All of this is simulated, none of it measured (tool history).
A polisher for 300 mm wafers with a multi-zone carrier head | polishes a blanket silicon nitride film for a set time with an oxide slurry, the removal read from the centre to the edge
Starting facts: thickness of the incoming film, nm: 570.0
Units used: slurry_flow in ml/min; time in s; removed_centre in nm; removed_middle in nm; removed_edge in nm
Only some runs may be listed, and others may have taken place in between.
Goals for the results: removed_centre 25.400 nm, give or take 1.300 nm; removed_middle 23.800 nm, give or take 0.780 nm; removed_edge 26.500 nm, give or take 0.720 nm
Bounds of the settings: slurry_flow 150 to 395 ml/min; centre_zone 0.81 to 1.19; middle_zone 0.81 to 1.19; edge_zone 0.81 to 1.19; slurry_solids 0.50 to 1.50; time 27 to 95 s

Run 1, hour 0.0: slurry_flow 250 ml/min, centre_zone 1.00, middle_zone 1.00, edge_zone 1.00, slurry_solids 1.00, time 61 s. Result: removed_centre 34.443 nm, removed_middle 34.048 nm, removed_edge 34.731 nm.
Run 2, hour 1.9: slurry_flow 245 ml/min, centre_zone 0.98, middle_zone 0.97, edge_zone 0.98, slurry_solids 0.90, time 61 s. Result: removed_centre 31.986 nm, removed_middle 31.759 nm, removed_edge 32.655 nm.
Run 3, hour 6.9: slurry_flow 245 ml/min, centre_zone 0.98, middle_zone 0.97, edge_zone 0.98, slurry_solids 0.90, time 69 s. Result: removed_centre 36.609 nm, removed_middle 35.832 nm, removed_edge 37.407 nm.
Run 4, hour 16.0: slurry_flow 240 ml/min, centre_zone 0.97, middle_zone 0.94, edge_zone 0.96, slurry_solids 0.80, time 68 s. Result: removed_centre 33.826 nm, removed_middle 33.359 nm, removed_edge 34.798 nm.
Run 5, hour 17.2: slurry_flow 240 ml/min, centre_zone 0.97, middle_zone 0.90, edge_zone 0.96, slurry_solids 0.80, time 68 s. Result: removed_centre 33.109 nm, removed_middle 31.288 nm, removed_edge 35.305 nm.
Run 6, hour 20.1: slurry_flow 240 ml/min, centre_zone 0.97, middle_zone 0.90, edge_zone 0.96, slurry_solids 0.80, time 56 s. Result: removed_centre 28.291 nm, removed_middle 26.066 nm, removed_edge 28.471 nm.
Run 7, hour 25.5: slurry_flow 235 ml/min, centre_zone 0.96, middle_zone 0.89, edge_zone 0.95, slurry_solids 0.80, time 56 s. Result: removed_centre 27.982 nm, removed_middle 25.532 nm, removed_edge 28.567 nm.
Run 8, hour 32.7: slurry_flow 230 ml/min, centre_zone 0.95, middle_zone 0.89, edge_zone 0.94, slurry_solids 0.80, time 56 s. Result: removed_centre 26.385 nm, removed_middle 25.821 nm, removed_edge 28.138 nm.
Run 9, hour 35.6: slurry_flow 225 ml/min, centre_zone 0.95, middle_zone 0.88, edge_zone 0.93, slurry_solids 0.80, time 56 s. Result: removed_centre 27.645 nm, removed_middle 25.498 nm, removed_edge 28.526 nm.
Run 10, hour 43.3: slurry_flow 220 ml/min, centre_zone 0.91, middle_zone 0.88, edge_zone 0.89, slurry_solids 0.65, time 56 s. Result: removed_centre 23.393 nm, removed_middle 23.062 nm, removed_edge 25.091 nm.
Run 11, hour 45.3: slurry_flow 225 ml/min, centre_zone 0.92, middle_zone 0.88, edge_zone 0.90, slurry_solids 0.65, time 56 s. Result: removed_centre 23.530 nm, removed_middle 23.304 nm, removed_edge 25.256 nm.

Consider the 5 candidate settings below. Which is the only one whose results all fall within their allowed miss of target?
Run A, hour 47.3: slurry_flow 220 ml/min, centre_zone 0.90, middle_zone 1.03, edge_zone 0.88, slurry_solids 0.65, time 56 s. Result: removed_centre ?, removed_middle ?, removed_edge ?.
Run B, hour 47.3: slurry_flow 230 ml/min, centre_zone 0.85, middle_zone 0.85, edge_zone 0.87, slurry_solids 0.65, time 58 s. Result: removed_centre ?, removed_middle ?, removed_edge ?.
Run C, hour 47.3: slurry_flow 260 ml/min, centre_zone 0.85, middle_zone 0.85, edge_zone 1.07, slurry_solids 0.85, time 49 s. Result: removed_centre ?, removed_middle ?, removed_edge ?.
Run D, hour 47.3: slurry_flow 240 ml/min, centre_zone 0.84, middle_zone 0.96, edge_zone 0.87, slurry_solids 0.60, time 59 s. Result: removed_centre ?, removed_middle ?, removed_edge ?.
Run E, hour 47.3: slurry_flow 225 ml/min, centre_zone 0.94, middle_zone 0.86, edge_zone 0.90, slurry_solids 0.60, time 61 s. Result: removed_centre ?, removed_middle ?, removed_edge ?.

move  removed_centre  removed_middle  removed_edge
   A          23.402          26.311        24.817
   B          23.017          23.475        25.780
   C          22.209          22.606        26.828
   D          22.492          25.575        25.386
   E          25.770          23.963        26.434
A: the biggest miss grows against the last run
B: brings the result that was furthest off to its target, and leaves another outside
C: brings the result that was furthest off to its target, and leaves another outside
D: the biggest miss grows against the last run
E: every result lands within tolerance
Move E is the one to make.
